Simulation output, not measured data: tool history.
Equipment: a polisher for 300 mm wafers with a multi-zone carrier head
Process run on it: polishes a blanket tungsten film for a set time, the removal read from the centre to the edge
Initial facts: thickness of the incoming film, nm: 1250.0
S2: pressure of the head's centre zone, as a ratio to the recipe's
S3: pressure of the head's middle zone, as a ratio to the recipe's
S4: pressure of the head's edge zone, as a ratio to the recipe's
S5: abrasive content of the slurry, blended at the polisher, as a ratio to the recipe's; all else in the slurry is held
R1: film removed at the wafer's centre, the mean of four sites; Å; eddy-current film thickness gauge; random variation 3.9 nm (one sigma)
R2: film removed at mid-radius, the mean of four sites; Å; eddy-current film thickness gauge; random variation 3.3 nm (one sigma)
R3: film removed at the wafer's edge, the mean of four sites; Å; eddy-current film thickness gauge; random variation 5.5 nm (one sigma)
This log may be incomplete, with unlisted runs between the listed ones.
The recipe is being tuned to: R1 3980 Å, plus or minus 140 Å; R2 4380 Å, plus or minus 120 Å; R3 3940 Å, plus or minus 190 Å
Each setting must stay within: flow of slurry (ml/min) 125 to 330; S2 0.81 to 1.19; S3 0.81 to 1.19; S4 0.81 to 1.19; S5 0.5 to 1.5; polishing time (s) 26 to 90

run 1 day=0 | flow_of_slurry_(ml/min)=210 S2=1 S3=1 S4=1 S5=1 polishing_time_(s)=58 | R1=3623.3 R2=3566.8 R3=3511.6
run 2 day=0.258 | flow_of_slurry_(ml/min)=210 S2=1 S3=1 S4=1 S5=0.8 polishing_time_(s)=58 | R1=3508.7 R2=3420.2 R3=3512.8
run 3 day=0.504 | flow_of_slurry_(ml/min)=210 S2=1 S3=0.97 S4=1 S5=0.8 polishing_time_(s)=58 | R1=3477.8 R2=3313.9 R3=3377
run 4 day=0.575 | flow_of_slurry_(ml/min)=210 S2=1 S3=0.97 S4=1.06 S5=0.8 polishing_time_(s)=58 | R1=3425 R2=3391.8 R3=3493.6
run 5 day=0.679 | flow_of_slurry_(ml/min)=220 S2=1.01 S3=1 S4=1.06 S5=0.8 polishing_time_(s)=58 | R1=3585.4 R2=3425.9 R3=3552.6
-- day=1.021 slurry nozzle cleaned
run 6 day=1.021 | flow_of_slurry_(ml/min)=240 S2=1.01 S3=1 S4=1.06 S5=0.8 polishing_time_(s)=58 | R1=3727.4 R2=3644.8 R3=3674.4
run 7 day=1.333 | flow_of_slurry_(ml/min)=240 S2=1.01 S3=1 S4=1.06 S5=0.8 polishing_time_(s)=58 | R1=3697.2 R2=3614.7 R3=3719.7
run 8 day=1.388 | flow_of_slurry_(ml/min)=250 S2=1 S3=1.02 S4=1.04 S5=0.8 polishing_time_(s)=58 | R1=3688.1 R2=3673.9 R3=3639.9
run 9 day=1.438 | flow_of_slurry_(ml/min)=260 S2=1 S3=1.04 S4=1.04 S5=0.8 polishing_time_(s)=58 | R1=3667.9 R2=3752 R3=3649.2
run 10 day=1.471 | flow_of_slurry_(ml/min)=270 S2=1 S3=1.05 S4=1.05 S5=0.8 polishing_time_(s)=58 | R1=3701.5 R2=3851.1 R3=3561.8
run 11 day=1.825 | flow_of_slurry_(ml/min)=275 S2=1 S3=1.05 S4=1.07 S5=0.8 polishing_time_(s)=58 | R1=3805.4 R2=3844.2 R3=3711.9
run 12 day=2.117 | flow_of_slurry_(ml/min)=280 S2=1 S3=1.06 S4=1.08 S5=0.8 polishing_time_(s)=58 | R1=3790 R2=3809.8 R3=3716.5
run 13 day=2.154 | flow_of_slurry_(ml/min)=285 S2=0.99 S3=1.07 S4=1.08 S5=0.85 polishing_time_(s)=58 | R1=3783.7 R2=3932.8 R3=3693.5
run 14 day=2.471 | flow_of_slurry_(ml/min)=290 S2=0.99 S3=1.08 S4=1.09 S5=0.85 polishing_time_(s)=58 | R1=3795.3 R2=3992.5 R3=3745.2
run 15 day=2.683 | flow_of_slurry_(ml/min)=295 S2=0.99 S3=1.09 S4=1.1 S5=0.85 polishing_time_(s)=58 | R1=3818.7 R2=4014.9 R3=3750.1

Below are 5 possible settings for the next run. Only one of them brings all results inside the allowed miss of their targets. Which is it?
run A day=2.896 | flow_of_slurry_(ml/min)=330 S2=1.06 S3=1.19 S4=1.04 S5=0.55 polishing_time_(s)=65 | R1=? R2=? R3=?
run B day=2.896 | flow_of_slurry_(ml/min)=325 S2=1 S3=1.07 S4=1.08 S5=0.85 polishing_time_(s)=60 | R1=? R2=? R3=?
run C day=2.896 | flow_of_slurry_(ml/min)=330 S2=0.95 S3=1.1 S4=0.99 S5=0.95 polishing_time_(s)=61 | R1=? R2=? R3=?
run D day=2.896 | flow_of_slurry_(ml/min)=315 S2=1.18 S3=1.1 S4=1.15 S5=0.95 polishing_time_(s)=57 | R1=? R2=? R3=?
run E day=2.896 | flow_of_slurry_(ml/min)=280 S2=1.11 S3=1.14 S4=1.14 S5=0.9 polishing_time_(s)=56 | R1=? R2=? R3=?

move=A R1=4338.9 R2=4637.2 R3=3995.5
move=B R1=4010.4 R2=4110.8 R3=3959.3
move=C R1=3974.9 R2=4351.9 R3=3922
move=D R1=4432.5 R2=4046 R3=3931.1
move=E R1=4059.6 R2=4028.1 R3=3784.8
A: pushes the last run's worst result past its target
B: closes in on the targets versus the last run, not all within tolerance yet
C: meets every target
D: its largest miss is bigger than the last run's
E: no nearer and no further than the last run
The move that meets every target is C.

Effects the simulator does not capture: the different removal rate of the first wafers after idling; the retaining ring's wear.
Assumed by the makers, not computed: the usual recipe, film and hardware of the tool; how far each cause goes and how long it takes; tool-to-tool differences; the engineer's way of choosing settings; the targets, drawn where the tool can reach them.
